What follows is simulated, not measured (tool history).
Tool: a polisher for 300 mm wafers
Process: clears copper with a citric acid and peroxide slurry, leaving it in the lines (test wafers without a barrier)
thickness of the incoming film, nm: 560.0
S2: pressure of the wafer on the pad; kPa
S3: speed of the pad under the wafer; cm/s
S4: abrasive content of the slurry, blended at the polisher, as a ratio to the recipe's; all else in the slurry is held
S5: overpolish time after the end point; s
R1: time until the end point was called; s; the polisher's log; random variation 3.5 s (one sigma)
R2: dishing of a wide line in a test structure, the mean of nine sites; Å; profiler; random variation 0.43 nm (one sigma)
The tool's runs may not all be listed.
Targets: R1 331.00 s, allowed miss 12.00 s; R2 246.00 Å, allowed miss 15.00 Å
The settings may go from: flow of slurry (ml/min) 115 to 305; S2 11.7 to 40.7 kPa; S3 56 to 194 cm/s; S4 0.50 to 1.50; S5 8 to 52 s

run 1 hour=0.0 | flow_of_slurry_(ml/min)=195 S2=26.2 S3=124 S4=1.00 S5=26 | R1=169.51 R2=557.48
run 2 hour=4.8 | flow_of_slurry_(ml/min)=195 S2=26.2 S3=106 S4=1.00 S5=26 | R1=192.76 R2=494.49
run 3 hour=5.9 | flow_of_slurry_(ml/min)=170 S2=26.2 S3=106 S4=1.00 S5=26 | R1=197.97 R2=504.96
run 4 hour=10.0 | flow_of_slurry_(ml/min)=145 S2=26.2 S3=106 S4=1.00 S5=26 | R1=207.39 R2=489.29
run 5 hour=14.8 | flow_of_slurry_(ml/min)=145 S2=26.2 S3=106 S4=0.80 S5=26 | R1=210.71 R2=465.89
run 6 hour=16.8 | flow_of_slurry_(ml/min)=145 S2=24.8 S3=106 S4=0.80 S5=25 | R1=219.82 R2=443.74
run 7 hour=25.8 | flow_of_slurry_(ml/min)=145 S2=23.4 S3=106 S4=0.80 S5=24 | R1=234.78 R2=392.07
run 8 hour=32.6 | flow_of_slurry_(ml/min)=145 S2=22.1 S3=106 S4=0.80 S5=24 | R1=247.22 R2=380.07
run 9 hour=36.1 | flow_of_slurry_(ml/min)=150 S2=15.2 S3=104 S4=0.80 S5=17 | R1=348.15 R2=191.02
run 10 hour=37.5 | flow_of_slurry_(ml/min)=150 S2=16.5 S3=102 S4=0.80 S5=23 | R1=334.44 R2=276.05

5 next moves are on the table. One of them brings every result within its allowed miss. Which?
run A hour=38.9 | flow_of_slurry_(ml/min)=145 S2=17.9 S3=94 S4=0.95 S5=23 | R1=? R2=?
run B hour=38.9 | flow_of_slurry_(ml/min)=165 S2=15.9 S3=108 S4=0.50 S5=27 | R1=? R2=?
run C hour=38.9 | flow_of_slurry_(ml/min)=135 S2=17.2 S3=102 S4=0.70 S5=27 | R1=? R2=?
run D hour=38.9 | flow_of_slurry_(ml/min)=165 S2=17.2 S3=94 S4=0.90 S5=20 | R1=? R2=?
run E hour=38.9 | flow_of_slurry_(ml/min)=150 S2=15.9 S3=94 S4=0.80 S5=30 | R1=? R2=?

move=A R1=319.77 R2=284.28
move=B R1=340.63 R2=308.76
move=C R1=329.90 R2=318.91
move=D R1=326.07 R2=245.37
move=E R1=365.07 R2=318.98
A: further off than the last run
B: further off than the last run
C: further off than the last run
D: meets every target
E: further off than the last run
Answer: D
